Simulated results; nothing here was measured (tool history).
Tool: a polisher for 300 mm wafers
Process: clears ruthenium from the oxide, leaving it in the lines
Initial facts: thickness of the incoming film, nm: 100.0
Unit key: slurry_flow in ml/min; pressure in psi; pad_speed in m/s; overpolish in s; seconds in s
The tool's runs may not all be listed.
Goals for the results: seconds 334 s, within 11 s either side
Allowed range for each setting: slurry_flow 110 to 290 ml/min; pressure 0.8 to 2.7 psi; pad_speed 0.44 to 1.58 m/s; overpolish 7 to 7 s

run 1 day=0 | slurry_flow=185 pressure=1.7 pad_speed=1 overpolish=7 | seconds=150.43
run 2 day=0.367 | slurry_flow=185 pressure=1.7 pad_speed=1.12 overpolish=7 | seconds=135.13
run 3 day=0.412 | slurry_flow=180 pressure=1.6 pad_speed=1.06 overpolish=7 | seconds=150.45
run 4 day=0.579 | slurry_flow=140 pressure=1.6 pad_speed=1.06 overpolish=7 | seconds=162.94
run 5 day=0.871 | slurry_flow=135 pressure=1.5 pad_speed=1.02 overpolish=7 | seconds=174.89
run 6 day=1.071 | slurry_flow=135 pressure=1.5 pad_speed=1.24 overpolish=7 | seconds=147.66
run 7 day=1.288 | slurry_flow=130 pressure=1.4 pad_speed=1.16 overpolish=7 | seconds=171.3
run 8 day=1.554 | slurry_flow=125 pressure=1.3 pad_speed=1.1 overpolish=7 | seconds=196.33
run 9 day=1.771 | slurry_flow=125 pressure=1.2 pad_speed=1.08 overpolish=7 | seconds=213.76
run 10 day=1.804 | slurry_flow=125 pressure=1.1 pad_speed=1.06 overpolish=7 | seconds=226.86
run 11 day=1.854 | slurry_flow=125 pressure=1.1 pad_speed=1.02 overpolish=7 | seconds=233.54
run 12 day=2.146 | slurry_flow=115 pressure=0.8 pad_speed=0.8 overpolish=7 | seconds=386.98
run 13 day=2.346 | slurry_flow=125 pressure=0.8 pad_speed=0.8 overpolish=7 | seconds=387.86
run 14 day=2.608 | slurry_flow=130 pressure=0.8 pad_speed=0.8 overpolish=7 | seconds=384.37
run 15 day=2.671 | slurry_flow=135 pressure=0.8 pad_speed=0.8 overpolish=7 | seconds=385.52
run 16 day=2.704 | slurry_flow=135 pressure=0.9 pad_speed=0.8 overpolish=7 | seconds=348.49

Which of these 4 next moves meets every target?
run A day=2.738 | slurry_flow=140 pressure=1 pad_speed=0.76 overpolish=7 | seconds=?
run B day=2.738 | slurry_flow=130 pressure=0.8 pad_speed=0.86 overpolish=7 | seconds=?
run C day=2.738 | slurry_flow=135 pressure=1 pad_speed=0.7 overpolish=7 | seconds=?
run D day=2.738 | slurry_flow=130 pressure=0.9 pad_speed=0.76 overpolish=7 | seconds=?

move=A seconds=331.94
move=B seconds=360.39
move=C seconds=362.94
move=D seconds=369.36
A: all results in spec
B: moves away from the targets compared with the last run
C: moves away from the targets compared with the last run
D: moves away from the targets compared with the last run
Go with A: it meets all targets.
